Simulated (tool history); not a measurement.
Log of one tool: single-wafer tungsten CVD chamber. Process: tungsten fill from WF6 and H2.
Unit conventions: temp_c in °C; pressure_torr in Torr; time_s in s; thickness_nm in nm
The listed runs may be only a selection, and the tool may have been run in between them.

run  hour  temp_c  pressure_torr  time_s  thickness_nm
  1     0     400           31.5    13.4        41.742
  2     4     400           31.5    13.8        43.131
  3   7.3     398           31.5    13.8        41.335
  4  11.6     398             36    13.8        43.097
  5  18.3     396             36    13.8        41.266
  6  20.2     406             36    13.8        51.159
  7    25     404           35.9    13.8        49.024
  8  27.6     402           35.9    13.8        46.876
  9  35.3     400           35.9    13.8        45.114
 10    38     398           35.9    13.8        42.984

Forecast run 11:
 11  44.6     397           35.9    13.8             ?

thickness_nm: 42.129 nm
